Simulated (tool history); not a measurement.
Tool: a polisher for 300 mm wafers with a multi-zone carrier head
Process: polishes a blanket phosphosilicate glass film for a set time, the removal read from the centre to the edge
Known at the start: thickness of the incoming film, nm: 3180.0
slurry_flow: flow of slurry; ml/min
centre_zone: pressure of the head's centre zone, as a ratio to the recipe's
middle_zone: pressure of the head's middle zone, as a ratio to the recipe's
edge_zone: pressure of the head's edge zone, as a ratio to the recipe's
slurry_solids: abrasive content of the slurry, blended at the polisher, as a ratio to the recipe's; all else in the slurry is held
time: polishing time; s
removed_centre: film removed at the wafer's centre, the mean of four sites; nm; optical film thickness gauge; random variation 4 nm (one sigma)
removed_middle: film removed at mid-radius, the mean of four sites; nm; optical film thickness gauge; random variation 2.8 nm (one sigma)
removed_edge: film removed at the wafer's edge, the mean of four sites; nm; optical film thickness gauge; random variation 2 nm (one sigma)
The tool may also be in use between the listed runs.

run,hour,slurry_flow,centre_zone,middle_zone,edge_zone,slurry_solids,time,removed_centre,removed_middle,removed_edge
1,0.0,255,1.00,1.00,1.00,1.00,69,478.53,486.71,478.65
2,2.0,255,1.08,1.00,1.00,1.00,69,518.61,488.20,469.73
3,8.5,250,1.02,1.03,0.96,0.85,66,414.98,430.20,398.02
4,16.7,250,1.02,1.00,0.96,0.85,66,430.88,411.15,398.45
5,19.4,240,0.97,1.03,0.92,0.75,66,363.31,383.04,354.56
6,27.4,225,0.94,1.05,0.89,0.75,66,336.91,383.81,348.45
7,34.4,220,0.93,1.06,0.87,0.70,66,313.89,368.11,323.96

Forecast run 8:
8,39.1,220,0.93,1.06,0.87,0.70,66,?,?,?

removed_centre: 326.69 nm
removed_middle: 367.38 nm
removed_edge: 327.49 nm

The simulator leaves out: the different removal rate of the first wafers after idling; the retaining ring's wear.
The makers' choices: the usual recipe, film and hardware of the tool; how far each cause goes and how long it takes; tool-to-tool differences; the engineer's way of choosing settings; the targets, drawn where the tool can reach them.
